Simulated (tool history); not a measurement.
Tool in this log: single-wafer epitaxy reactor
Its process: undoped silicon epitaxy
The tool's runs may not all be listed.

| run | hour | wafer temperature setpoint (pyrometer-controlled) (deg C) | deposition time (s) | mean film thickness on the monitor wafer (Å) |
|---|---|---|---|---|
| 1 | 0.0 | 660 | 588 | 1050.20 |
| 2 | 5.6 | 654 | 588 | 933.23 |
| 3 | 8.6 | 654 | 658 | 1039.00 |
| 4 | 16.8 | 658 | 661 | 1139.10 |
| 5 | 19.1 | 658 | 740 | 1273.80 |
| 6 | 27.6 | 658 | 776 | 1330.00 |
| 7 | 32.0 | 658 | 776 | 1329.40 |
| 8 | 32.8 | 658 | 776 | 1336.50 |
| 9 | 41.0 | 661 | 776 | 1417.70 |
| 10 | 47.1 | 663 | 776 | 1472.70 |

Run 11 is up next; what results do you expect?
| 11 | 56.3 | 665 | 776 | ? |

Run 11 produced mean film thickness on the monitor wafer (Å) 1514.70.
